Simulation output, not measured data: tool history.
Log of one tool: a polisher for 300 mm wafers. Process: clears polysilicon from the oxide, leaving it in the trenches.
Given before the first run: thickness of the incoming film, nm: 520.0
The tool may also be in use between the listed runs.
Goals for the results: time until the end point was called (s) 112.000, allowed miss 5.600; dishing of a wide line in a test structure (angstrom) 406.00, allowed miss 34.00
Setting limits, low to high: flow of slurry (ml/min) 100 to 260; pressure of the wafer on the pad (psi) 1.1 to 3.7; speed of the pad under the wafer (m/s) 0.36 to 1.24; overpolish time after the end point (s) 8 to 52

run	day	flow of slurry (ml/min)	pressure of the wafer on the pad (psi)	speed of the pad under the wafer (m/s)	overpolish time after the end point (s)	time until the end point was called (s)	dishing of a wide line in a test structure (angstrom)
1	0.000	165	2.4	0.80	26	67.432	434.26
2	0.050	165	2.3	0.80	24	67.740	409.46
3	0.096	165	2.2	0.78	26	72.891	420.09
4	0.167	165	2.2	0.92	26	61.494	422.78
5	0.512	165	2.2	0.92	17	61.645	399.30
6	0.750	165	2.1	0.90	19	64.860	425.27
7	0.875	165	2.1	0.90	19	66.173	416.57
# day 1.138: worn pad replaced by a new one
8	1.138	165	2.0	0.88	18	64.652	412.65
9	1.283	160	1.9	0.82	18	73.168	403.33
10	1.329	160	1.8	0.80	19	78.456	396.08
11	1.567	160	1.7	0.78	22	85.603	387.69
12	1.771	165	1.7	0.76	25	86.705	393.66
13	1.871	165	1.7	0.74	28	91.863	398.18
14	2.183	165	1.7	0.74	30	89.929	405.43
15	2.288	165	1.6	0.74	31	94.864	405.56
16	2.629	165	1.6	0.74	32	92.486	423.97
17	2.675	165	1.5	0.74	32	102.350	428.73
18	3.038	165	1.5	0.74	31	101.480	385.70
19	3.129	165	1.5	0.74	32	100.870	403.65

Which single option among these 5 for the next run brings every result within its allowed miss of target? Just one does.
A	3.221	175	1.4	0.82	27	?	?
B	3.221	165	1.5	0.66	32	?	?
C	3.221	175	1.7	0.64	30	?	?
D	3.221	145	1.7	0.68	30	?	?
E	3.221	185	1.4	0.88	26	?	?

move	time until the end point was called (s)	dishing of a wide line in a test structure (angstrom)
A	96.535	425.28
B	112.540	426.37
C	101.930	428.56
D	99.165	430.20
E	89.403	427.82
A: moves away from the targets compared with the last run
B: all results land within tolerance of their targets
C: gains on the last run, yet a result remains outside its allowed miss
D: moves away from the targets compared with the last run
E: moves away from the targets compared with the last run
The right move is B.

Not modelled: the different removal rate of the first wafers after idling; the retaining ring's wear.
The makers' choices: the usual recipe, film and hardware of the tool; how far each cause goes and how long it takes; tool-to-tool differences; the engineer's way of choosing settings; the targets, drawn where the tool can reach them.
